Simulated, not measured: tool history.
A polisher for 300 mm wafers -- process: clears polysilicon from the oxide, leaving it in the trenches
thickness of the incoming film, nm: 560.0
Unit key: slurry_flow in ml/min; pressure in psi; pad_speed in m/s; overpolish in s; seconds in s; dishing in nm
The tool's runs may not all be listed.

Run 1, hour 0: slurry_flow 195 ml/min, pressure 3.2 psi, pad_speed 1.04 m/s, overpolish 15 s. Result: seconds 39.958 s, dishing 49.808 nm.
Run 2, hour 9: slurry_flow 195 ml/min, pressure 3.2 psi, pad_speed 1.04 m/s, overpolish 10 s. Result: seconds 39.474 s, dishing 46.808 nm.
Run 3, hour 17.9: slurry_flow 195 ml/min, pressure 3.6 psi, pad_speed 1.08 m/s, overpolish 10 s. Result: seconds 33.644 s, dishing 47.546 nm.
Run 4, hour 19.3: slurry_flow 195 ml/min, pressure 3.6 psi, pad_speed 1.08 m/s, overpolish 7 s. Result: seconds 33.667 s, dishing 43.319 nm.
Run 5, hour 24.2: slurry_flow 195 ml/min, pressure 3.1 psi, pad_speed 1.08 m/s, overpolish 7 s. Result: seconds 39.166 s, dishing 40.438 nm.
Run 6, hour 28.9: slurry_flow 195 ml/min, pressure 3.5 psi, pad_speed 1.12 m/s, overpolish 7 s. Result: seconds 33.664 s, dishing 42.921 nm.
At hour 33.6: head pressure recalibrated.
Run 7, hour 33.6: slurry_flow 195 ml/min, pressure 3.8 psi, pad_speed 1.16 m/s, overpolish 7 s. Result: seconds 27.155 s, dishing 48.109 nm.

The next listed run, before its measurement:
Run 8, hour 39.5: slurry_flow 205 ml/min, pressure 3.9 psi, pad_speed 1.18 m/s, overpolish 6 s. Result: seconds ?, dishing ?.

Run 8 measured seconds 25.963 s, dishing 44.495 nm.
